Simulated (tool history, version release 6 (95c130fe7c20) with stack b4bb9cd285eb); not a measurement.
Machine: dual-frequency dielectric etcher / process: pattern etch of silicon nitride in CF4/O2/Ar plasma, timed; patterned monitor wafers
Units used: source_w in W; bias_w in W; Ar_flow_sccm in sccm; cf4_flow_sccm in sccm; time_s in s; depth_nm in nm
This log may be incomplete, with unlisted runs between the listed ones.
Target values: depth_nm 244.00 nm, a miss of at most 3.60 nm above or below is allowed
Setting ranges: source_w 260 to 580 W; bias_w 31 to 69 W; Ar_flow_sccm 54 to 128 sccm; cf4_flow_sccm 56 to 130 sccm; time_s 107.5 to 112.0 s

run	hour	source_w	bias_w	Ar_flow_sccm	cf4_flow_sccm	time_s	depth_nm
1	0.0	420	50	91	93	107.5	184.99
2	8.6	460	50	91	93	107.5	200.28
3	17.3	460	42	91	93	107.5	183.36
4	25.9	500	44	91	93	107.5	201.38
5	34.0	530	46	91	93	107.5	216.16
6	41.9	550	47	91	93	107.5	224.61
7	45.6	560	48	91	93	107.5	231.39
8	51.4	570	49	91	93	107.5	235.76
9	52.5	570	50	91	93	107.5	238.64

Exactly one of the 5 candidate moves below puts every result within its allowed miss. Which one?
A	53.6	490	56	87	109	110.0	?
B	53.6	540	51	97	93	107.5	?
C	53.6	580	45	102	104	109.0	?
D	53.6	580	52	92	86	108.0	?
E	53.6	580	56	92	79	108.0	?

move	depth_nm
A	234.83
B	229.86
C	234.81
D	246.22
E	252.17
A: the biggest miss grows against the last run
B: the biggest miss grows against the last run
C: the biggest miss grows against the last run
D: meets every target
E: pushes the last run's worst result past its target
D is the move that brings every result within its allowed miss.
